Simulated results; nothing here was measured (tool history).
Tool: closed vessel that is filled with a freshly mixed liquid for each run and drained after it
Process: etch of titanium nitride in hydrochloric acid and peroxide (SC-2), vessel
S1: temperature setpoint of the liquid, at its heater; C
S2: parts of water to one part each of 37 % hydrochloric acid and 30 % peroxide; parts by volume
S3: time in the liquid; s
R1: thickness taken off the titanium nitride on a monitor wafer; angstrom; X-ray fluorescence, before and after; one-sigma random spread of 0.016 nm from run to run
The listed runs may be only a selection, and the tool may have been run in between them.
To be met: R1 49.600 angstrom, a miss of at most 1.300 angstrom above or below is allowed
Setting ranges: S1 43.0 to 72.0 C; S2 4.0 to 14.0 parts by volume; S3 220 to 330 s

{"run": 1, "hour": 0.0, "S1": 59.0, "S2": 7.5, "S3": 330, "R1": 144.38}
{"run": 2, "hour": 5.8, "S1": 55.5, "S2": 7.5, "S3": 330, "R1": 114.37}
{"run": 3, "hour": 8.6, "S1": 53.0, "S2": 7.5, "S3": 330, "R1": 97.721}
{"run": 4, "hour": 13.6, "S1": 53.0, "S2": 7.5, "S3": 330, "R1": 97.727}
{"run": 5, "hour": 21.9, "S1": 53.0, "S2": 7.5, "S3": 330, "R1": 97.594}
{"run": 6, "hour": 24.4, "S1": 53.0, "S2": 9.0, "S3": 330, "R1": 84.516}
{"run": 7, "hour": 27.0, "S1": 51.0, "S2": 9.0, "S3": 330, "R1": 74.206}
{"run": 8, "hour": 32.9, "S1": 51.0, "S2": 9.0, "S3": 330, "R1": 73.586}
{"run": 9, "hour": 41.6, "S1": 49.5, "S2": 9.0, "S3": 330, "R1": 67.326}
{"run": 10, "hour": 45.3, "S1": 49.5, "S2": 9.0, "S3": 330, "R1": 67.095}
{"run": 11, "hour": 48.3, "S1": 48.5, "S2": 9.0, "S3": 330, "R1": 62.882}

Which one of the following 5 next-run settings gets every result inside its allowed miss? There is exactly one.
{"run": "A", "hour": 51.3, "S1": 49.5, "S2": 9.5, "S3": 225, "R1": "?"}
{"run": "B", "hour": 51.3, "S1": 46.5, "S2": 6.5, "S3": 220, "R1": "?"}
{"run": "C", "hour": 51.3, "S1": 54.5, "S2": 9.0, "S3": 330, "R1": "?"}
{"run": "D", "hour": 51.3, "S1": 48.0, "S2": 11.5, "S3": 330, "R1": "?"}
{"run": "E", "hour": 51.3, "S1": 45.0, "S2": 10.0, "S3": 330, "R1": "?"}

move=A R1=43.842
move=B R1=47.365
move=C R1=93.444
move=D R1=49.524
move=E R1=45.413
A: moves the result that the last run missed by most past its target, out the other side
B: moves the result that the last run missed by most past its target, out the other side
C: further off than the last run
D: hits every target within its allowed miss
E: moves the result that the last run missed by most past its target, out the other side
So the answer is move D, the one that meets all the targets.
